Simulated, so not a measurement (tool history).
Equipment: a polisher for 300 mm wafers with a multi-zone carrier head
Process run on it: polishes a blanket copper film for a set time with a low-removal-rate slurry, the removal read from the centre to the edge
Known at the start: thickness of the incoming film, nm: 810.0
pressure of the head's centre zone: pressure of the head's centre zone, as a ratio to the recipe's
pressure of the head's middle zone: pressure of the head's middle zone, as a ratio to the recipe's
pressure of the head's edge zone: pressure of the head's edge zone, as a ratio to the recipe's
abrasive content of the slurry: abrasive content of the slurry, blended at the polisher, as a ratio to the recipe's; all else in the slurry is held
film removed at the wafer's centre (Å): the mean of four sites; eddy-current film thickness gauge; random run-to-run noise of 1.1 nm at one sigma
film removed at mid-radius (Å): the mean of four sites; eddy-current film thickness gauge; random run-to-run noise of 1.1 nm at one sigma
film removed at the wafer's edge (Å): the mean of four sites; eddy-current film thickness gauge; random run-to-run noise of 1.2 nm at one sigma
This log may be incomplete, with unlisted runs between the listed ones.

run  hour  flow of slurry (ml/min)  pressure of the head's centre zone  pressure of the head's middle zone  pressure of the head's edge zone  abrasive content of the slurry  polishing time (s)  film removed at the wafer's centre (Å)  film removed at mid-radius (Å)  film removed at the wafer's edge (Å)
  1     0                      140                                   1                                   1                                 1                               1                  43                                  1481.7                          1444.3                                  1454
  2   4.1                      135                                0.98                                0.99                              0.98                            0.95                  43                                  1414.7                          1384.9                                  1382
  3  11.6                      130                                0.96                                0.98                              0.97                            0.95                  43                                  1370.3                          1369.3                                1393.5
  4    17                      130                                0.96                                0.98                              0.97                            0.95                  47                                  1472.2                          1496.8                                  1514
  5  21.3                      130                                0.96                                1.07                              0.97                            0.95                  47                                    1517                          1633.7                                1516.3
  6    25                      130                                0.96                                1.07                              0.91                            0.95                  47                                  1520.4                          1624.1                                1482.1
  7  32.3                      125                                0.95                                1.05                               0.9                             0.9                  47                                  1445.4                          1572.8                                1449.7

Run 8 has not been measured yet. What should we expect?
  8  39.8                      120                                0.95                                0.95                              0.84                            0.65                  43                                       ?                               ?                                     ?

For run 8 the tool returned film removed at the wafer's centre (Å) 1206, film removed at mid-radius (Å) 1186.5, film removed at the wafer's edge (Å) 1172.4.

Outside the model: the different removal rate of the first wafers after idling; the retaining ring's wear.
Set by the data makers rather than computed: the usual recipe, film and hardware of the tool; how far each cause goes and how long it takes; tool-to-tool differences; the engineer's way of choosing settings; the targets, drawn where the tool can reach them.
